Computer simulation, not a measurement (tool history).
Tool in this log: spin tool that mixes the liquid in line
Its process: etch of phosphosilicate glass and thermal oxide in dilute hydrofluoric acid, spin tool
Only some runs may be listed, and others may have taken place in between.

run,hour,temperature setpoint of the liquid (°C),parts of water to one part of 49 % hydrofluoric acid (parts by volume),time under the liquid (s),thickness taken off the phosphosilicate glass on a monitor wafer (angstrom),thickness taken off the thermal oxide on a monitor wafer (angstrom)
1,0,24,85,30,731.1,20.464
2,2.3,26,85,30,802.14,21.84
3,6.3,27.5,85,30,849.13,23.748
4,14.8,28.5,85,30,874.86,25.316
5,21.4,29,85,30,894.3,24.822
6,29.1,29,105,30,703.29,19.359
7,34.4,29.5,100,30,758.66,21.169

For run 8, what comes out?
8,36.4,30,95,30,?,?

{"run 8": {"thickness taken off the phosphosilicate glass on a monitor wafer (angstrom)": 813.37, "thickness taken off the thermal oxide on a monitor wafer (angstrom)": 23.171}}
